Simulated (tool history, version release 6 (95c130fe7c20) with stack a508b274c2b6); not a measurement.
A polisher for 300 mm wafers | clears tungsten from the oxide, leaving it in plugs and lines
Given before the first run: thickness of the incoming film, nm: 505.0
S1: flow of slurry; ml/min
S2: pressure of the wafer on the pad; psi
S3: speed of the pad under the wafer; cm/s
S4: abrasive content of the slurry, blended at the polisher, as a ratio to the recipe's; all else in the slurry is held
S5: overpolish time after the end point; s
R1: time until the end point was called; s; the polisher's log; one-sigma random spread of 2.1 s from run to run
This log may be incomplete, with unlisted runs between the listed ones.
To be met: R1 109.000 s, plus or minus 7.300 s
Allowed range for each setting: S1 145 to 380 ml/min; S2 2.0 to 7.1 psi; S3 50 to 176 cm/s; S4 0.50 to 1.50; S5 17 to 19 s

run 1 day=0.000 | S1=245 S2=4.5 S3=112 S4=1.00 S5=17 | R1=72.806
run 2 day=0.233 | S1=285 S2=4.5 S3=112 S4=1.00 S5=17 | R1=71.728
run 3 day=0.412 | S1=285 S2=5.6 S3=112 S4=1.00 S5=17 | R1=58.004
run 4 day=0.571 | S1=285 S2=5.6 S3=112 S4=0.90 S5=17 | R1=57.899
run 5 day=0.662 | S1=235 S2=5.6 S3=112 S4=0.90 S5=17 | R1=60.703
run 6 day=0.717 | S1=235 S2=4.8 S3=108 S4=0.90 S5=17 | R1=73.121
run 7 day=0.829 | S1=235 S2=4.8 S3=108 S4=0.90 S5=17 | R1=70.000
run 8 day=0.883 | S1=235 S2=4.1 S3=104 S4=0.90 S5=17 | R1=85.978
run 9 day=1.200 | S1=235 S2=3.8 S3=102 S4=0.90 S5=17 | R1=96.064
run 10 day=1.471 | S1=235 S2=3.6 S3=102 S4=0.90 S5=17 | R1=101.070
run 11 day=1.767 | S1=235 S2=3.5 S3=102 S4=0.90 S5=17 | R1=103.550
run 12 day=2.088 | S1=235 S2=3.5 S3=102 S4=0.90 S5=17 | R1=101.940

Which one of the following 5 next-run settings gets every result inside its allowed miss? There is exactly one.
run A day=2.408 | S1=240 S2=4.3 S3=98 S4=0.90 S5=17 | R1=?
run B day=2.408 | S1=265 S2=3.4 S3=116 S4=0.95 S5=18 | R1=?
run C day=2.408 | S1=245 S2=3.5 S3=92 S4=0.95 S5=18 | R1=?
run D day=2.408 | S1=275 S2=4.1 S3=110 S4=0.50 S5=19 | R1=?
run E day=2.408 | S1=215 S2=3.7 S3=104 S4=0.95 S5=19 | R1=?

move=A R1=84.308
move=B R1=87.137
move=C R1=106.790
move=D R1=86.082
move=E R1=91.019
A: moves away from the targets compared with the last run
B: moves away from the targets compared with the last run
C: in spec on every target
D: moves away from the targets compared with the last run
E: moves away from the targets compared with the last run
Answer: C

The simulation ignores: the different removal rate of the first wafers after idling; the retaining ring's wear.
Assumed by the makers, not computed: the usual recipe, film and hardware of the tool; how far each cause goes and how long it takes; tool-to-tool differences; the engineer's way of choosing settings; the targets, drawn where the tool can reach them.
